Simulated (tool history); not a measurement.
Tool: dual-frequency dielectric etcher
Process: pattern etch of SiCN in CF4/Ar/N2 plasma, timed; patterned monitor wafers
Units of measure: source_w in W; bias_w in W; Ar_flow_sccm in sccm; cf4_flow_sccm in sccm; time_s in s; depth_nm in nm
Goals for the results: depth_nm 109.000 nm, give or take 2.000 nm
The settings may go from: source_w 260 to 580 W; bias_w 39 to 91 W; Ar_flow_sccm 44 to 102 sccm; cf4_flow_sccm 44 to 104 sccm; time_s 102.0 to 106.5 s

run 1 hour=0.0 | source_w=420 bias_w=65 Ar_flow_sccm=73 cf4_flow_sccm=74 time_s=102.0 | depth_nm=84.333
run 2 hour=5.9 | source_w=420 bias_w=65 Ar_flow_sccm=69 cf4_flow_sccm=74 time_s=102.0 | depth_nm=85.588
run 3 hour=11.5 | source_w=440 bias_w=65 Ar_flow_sccm=69 cf4_flow_sccm=74 time_s=102.0 | depth_nm=87.510
run 4 hour=16.8 | source_w=440 bias_w=65 Ar_flow_sccm=69 cf4_flow_sccm=74 time_s=102.0 | depth_nm=87.787
run 5 hour=24.3 | source_w=460 bias_w=65 Ar_flow_sccm=69 cf4_flow_sccm=74 time_s=102.0 | depth_nm=90.005
run 6 hour=33.2 | source_w=480 bias_w=66 Ar_flow_sccm=69 cf4_flow_sccm=74 time_s=102.0 | depth_nm=92.984
run 7 hour=42.1 | source_w=480 bias_w=66 Ar_flow_sccm=69 cf4_flow_sccm=74 time_s=102.0 | depth_nm=93.541
run 8 hour=44.5 | source_w=500 bias_w=66 Ar_flow_sccm=69 cf4_flow_sccm=74 time_s=102.0 | depth_nm=95.385
run 9 hour=48.7 | source_w=510 bias_w=67 Ar_flow_sccm=69 cf4_flow_sccm=74 time_s=102.0 | depth_nm=97.494
run 10 hour=55.7 | source_w=520 bias_w=68 Ar_flow_sccm=69 cf4_flow_sccm=74 time_s=102.0 | depth_nm=99.670
run 11 hour=63.4 | source_w=530 bias_w=68 Ar_flow_sccm=69 cf4_flow_sccm=74 time_s=102.0 | depth_nm=100.450

Below are 5 possible settings for the next run. Only one of them brings all results inside the allowed miss of their targets. Which is it?
run A hour=71.1 | source_w=560 bias_w=80 Ar_flow_sccm=67 cf4_flow_sccm=84 time_s=103.0 | depth_nm=?
run B hour=71.1 | source_w=540 bias_w=63 Ar_flow_sccm=67 cf4_flow_sccm=81 time_s=105.5 | depth_nm=?
run C hour=71.1 | source_w=570 bias_w=65 Ar_flow_sccm=63 cf4_flow_sccm=73 time_s=105.0 | depth_nm=?
run D hour=71.1 | source_w=560 bias_w=81 Ar_flow_sccm=55 cf4_flow_sccm=52 time_s=106.5 | depth_nm=?
run E hour=71.1 | source_w=540 bias_w=67 Ar_flow_sccm=74 cf4_flow_sccm=71 time_s=105.0 | depth_nm=?

move=A depth_nm=113.730
move=B depth_nm=104.460
move=C depth_nm=108.870
move=D depth_nm=116.190
move=E depth_nm=102.680
A: the result that was furthest off in the last run now lies on the other side of its target
B: nearer the targets than the last run, but a result is still out of spec
C: meets every target
D: the result that was furthest off in the last run now lies on the other side of its target
E: nearer the targets than the last run, but a result is still out of spec
C is the move that brings every result within its allowed miss.
